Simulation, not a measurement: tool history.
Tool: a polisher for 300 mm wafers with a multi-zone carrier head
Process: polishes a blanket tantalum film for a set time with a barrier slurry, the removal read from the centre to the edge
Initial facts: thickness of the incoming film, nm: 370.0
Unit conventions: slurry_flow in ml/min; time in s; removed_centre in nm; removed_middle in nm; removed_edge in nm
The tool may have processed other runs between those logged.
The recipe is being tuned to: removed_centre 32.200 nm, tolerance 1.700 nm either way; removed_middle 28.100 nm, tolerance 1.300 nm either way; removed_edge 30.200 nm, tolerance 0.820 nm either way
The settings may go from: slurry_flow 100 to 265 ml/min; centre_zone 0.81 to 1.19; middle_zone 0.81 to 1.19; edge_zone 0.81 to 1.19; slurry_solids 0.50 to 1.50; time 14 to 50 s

Run 1, day 0.000: slurry_flow 170 ml/min, centre_zone 1.00, middle_zone 1.00, edge_zone 1.00, slurry_solids 1.00, time 32 s. Result: removed_centre 48.359 nm, removed_middle 46.656 nm, removed_edge 48.219 nm.
Run 2, day 0.300: slurry_flow 170 ml/min, centre_zone 1.00, middle_zone 1.00, edge_zone 1.00, slurry_solids 1.00, time 26 s. Result: removed_centre 39.646 nm, removed_middle 37.103 nm, removed_edge 38.955 nm.
Run 3, day 0.646: slurry_flow 210 ml/min, centre_zone 1.00, middle_zone 1.00, edge_zone 1.00, slurry_solids 1.00, time 26 s. Result: removed_centre 39.932 nm, removed_middle 39.888 nm, removed_edge 39.557 nm.
Run 4, day 0.804: slurry_flow 205 ml/min, centre_zone 1.00, middle_zone 0.99, edge_zone 0.98, slurry_solids 0.95, time 26 s. Result: removed_centre 39.736 nm, removed_middle 37.554 nm, removed_edge 38.632 nm.
Run 5, day 0.867: slurry_flow 220 ml/min, centre_zone 1.00, middle_zone 0.99, edge_zone 0.98, slurry_solids 0.95, time 26 s. Result: removed_centre 39.046 nm, removed_middle 37.203 nm, removed_edge 39.282 nm.
Run 6, day 0.979: slurry_flow 215 ml/min, centre_zone 1.00, middle_zone 1.00, edge_zone 0.96, slurry_solids 0.90, time 26 s. Result: removed_centre 38.194 nm, removed_middle 36.774 nm, removed_edge 36.974 nm.
Run 7, day 1.300: slurry_flow 210 ml/min, centre_zone 0.99, middle_zone 0.99, edge_zone 0.94, slurry_solids 0.85, time 26 s. Result: removed_centre 36.953 nm, removed_middle 35.869 nm, removed_edge 35.706 nm.
Run 8, day 1.558: slurry_flow 205 ml/min, centre_zone 0.98, middle_zone 0.97, edge_zone 0.92, slurry_solids 0.85, time 26 s. Result: removed_centre 36.496 nm, removed_middle 35.090 nm, removed_edge 35.248 nm.
Run 9, day 1.804: slurry_flow 200 ml/min, centre_zone 0.98, middle_zone 0.95, edge_zone 0.91, slurry_solids 0.80, time 26 s. Result: removed_centre 34.888 nm, removed_middle 32.887 nm, removed_edge 33.650 nm.
Run 10, day 2.150: slurry_flow 195 ml/min, centre_zone 0.98, middle_zone 0.94, edge_zone 0.90, slurry_solids 0.80, time 26 s. Result: removed_centre 34.603 nm, removed_middle 32.440 nm, removed_edge 33.860 nm.
Run 11, day 2.517: slurry_flow 190 ml/min, centre_zone 0.98, middle_zone 0.93, edge_zone 0.89, slurry_solids 0.80, time 26 s. Result: removed_centre 34.873 nm, removed_middle 30.844 nm, removed_edge 33.178 nm.
Run 12, day 2.612: slurry_flow 185 ml/min, centre_zone 0.97, middle_zone 0.93, edge_zone 0.88, slurry_solids 0.80, time 26 s. Result: removed_centre 33.785 nm, removed_middle 31.665 nm, removed_edge 32.998 nm.
Run 13, day 2.733: slurry_flow 185 ml/min, centre_zone 0.97, middle_zone 0.92, edge_zone 0.87, slurry_solids 0.80, time 26 s. Result: removed_centre 34.427 nm, removed_middle 31.483 nm, removed_edge 33.117 nm.
Run 14, day 2.767: slurry_flow 185 ml/min, centre_zone 0.97, middle_zone 0.91, edge_zone 0.86, slurry_solids 0.80, time 26 s. Result: removed_centre 35.517 nm, removed_middle 31.036 nm, removed_edge 32.565 nm.
Run 15, day 2.912: slurry_flow 180 ml/min, centre_zone 0.96, middle_zone 0.90, edge_zone 0.85, slurry_solids 0.80, time 26 s. Result: removed_centre 33.998 nm, removed_middle 30.862 nm, removed_edge 32.433 nm.
Run 16, day 3.258: slurry_flow 175 ml/min, centre_zone 0.96, middle_zone 0.90, edge_zone 0.84, slurry_solids 0.80, time 26 s. Result: removed_centre 33.504 nm, removed_middle 29.782 nm, removed_edge 32.465 nm.
Run 17, day 3.375: slurry_flow 165 ml/min, centre_zone 0.99, middle_zone 0.93, edge_zone 0.81, slurry_solids 0.60, time 26 s. Result: removed_centre 26.692 nm, removed_middle 25.213 nm, removed_edge 24.525 nm.
Run 18, day 3.692: slurry_flow 175 ml/min, centre_zone 0.98, middle_zone 0.92, edge_zone 0.81, slurry_solids 0.60, time 26 s. Result: removed_centre 27.024 nm, removed_middle 24.556 nm, removed_edge 25.134 nm.
Run 19, day 3.908: slurry_flow 180 ml/min, centre_zone 0.98, middle_zone 0.92, edge_zone 0.82, slurry_solids 0.60, time 26 s. Result: removed_centre 27.172 nm, removed_middle 25.093 nm, removed_edge 24.984 nm.
Run 20, day 4.162: slurry_flow 185 ml/min, centre_zone 0.98, middle_zone 0.91, edge_zone 0.83, slurry_solids 0.60, time 26 s. Result: removed_centre 26.938 nm, removed_middle 24.835 nm, removed_edge 25.231 nm.
Run 21, day 4.229: slurry_flow 185 ml/min, centre_zone 0.98, middle_zone 0.91, edge_zone 0.84, slurry_solids 0.60, time 26 s. Result: removed_centre 27.835 nm, removed_middle 24.851 nm, removed_edge 25.234 nm.
Run 22, day 4.475: slurry_flow 185 ml/min, centre_zone 0.98, middle_zone 0.91, edge_zone 0.84, slurry_solids 0.60, time 26 s. Result: removed_centre 27.120 nm, removed_middle 24.781 nm, removed_edge 25.369 nm.
Run 23, day 4.712: slurry_flow 190 ml/min, centre_zone 0.98, middle_zone 0.91, edge_zone 0.85, slurry_solids 0.60, time 26 s. Result: removed_centre 27.578 nm, removed_middle 24.324 nm, removed_edge 25.670 nm.

Of the 4 settings listed for the next run, only one would bring every result within its allowed miss of target. Which one?
Run A, day 4.950: slurry_flow 220 ml/min, centre_zone 1.07, middle_zone 0.99, edge_zone 0.81, slurry_solids 0.55, time 32 s. Result: removed_centre ?, removed_middle ?, removed_edge ?.
Run B, day 4.950: slurry_flow 200 ml/min, centre_zone 0.89, middle_zone 0.81, edge_zone 0.96, slurry_solids 0.65, time 23 s. Result: removed_centre ?, removed_middle ?, removed_edge ?.
Run C, day 4.950: slurry_flow 220 ml/min, centre_zone 0.97, middle_zone 0.87, edge_zone 0.84, slurry_solids 0.80, time 24 s. Result: removed_centre ?, removed_middle ?, removed_edge ?.
Run D, day 4.950: slurry_flow 200 ml/min, centre_zone 1.19, middle_zone 0.91, edge_zone 0.81, slurry_solids 0.55, time 27 s. Result: removed_centre ?, removed_middle ?, removed_edge ?.

move  removed_centre  removed_middle  removed_edge
   A          33.399          28.824        28.176
   B          23.763          20.980        26.296
   C          32.185          27.567        30.531
   D          30.889          22.352        23.566
A: moves toward the targets from the last run without getting all of them in spec
B: no nearer and no further than the last run
C: hits every target within its allowed miss
D: lands further from the targets than the last run did
Correct choice: C, which meets every target

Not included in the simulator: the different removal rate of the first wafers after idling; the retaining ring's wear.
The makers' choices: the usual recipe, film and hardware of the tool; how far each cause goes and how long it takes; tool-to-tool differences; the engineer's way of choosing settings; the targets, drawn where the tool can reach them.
